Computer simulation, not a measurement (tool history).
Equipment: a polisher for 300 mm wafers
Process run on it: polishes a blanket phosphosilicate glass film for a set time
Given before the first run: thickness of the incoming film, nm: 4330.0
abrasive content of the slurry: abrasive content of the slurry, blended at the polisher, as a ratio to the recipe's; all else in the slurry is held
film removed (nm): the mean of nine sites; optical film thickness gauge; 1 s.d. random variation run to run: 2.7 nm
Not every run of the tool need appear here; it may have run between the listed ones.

run,day,flow of slurry (ml/min),pressure of the wafer on the pad (kPa),speed of the pad under the wafer (cm/s),abrasive content of the slurry,polishing time (s),film removed (nm)
1,0,210,22.1,90,1,40,387.49
2,0.254,165,22.1,90,1,40,372.9
3,0.454,180,22.1,90,1,40,381.71
4,0.567,180,24.8,90,1,40,426.8
5,0.733,180,24.8,90,1,35,377.91
6,0.904,180,20.7,90,1,35,315.6
7,1.1,195,21.4,90,1,35,328.9
8,1.229,200,22.1,90,1,35,339.63
9,1.5,200,22.8,90,1,35,350.98

Run 10, settings as shown, results not yet in. Your forecast:
10,1.762,200,23.4,90,1,35,?

film removed (nm): 361.04

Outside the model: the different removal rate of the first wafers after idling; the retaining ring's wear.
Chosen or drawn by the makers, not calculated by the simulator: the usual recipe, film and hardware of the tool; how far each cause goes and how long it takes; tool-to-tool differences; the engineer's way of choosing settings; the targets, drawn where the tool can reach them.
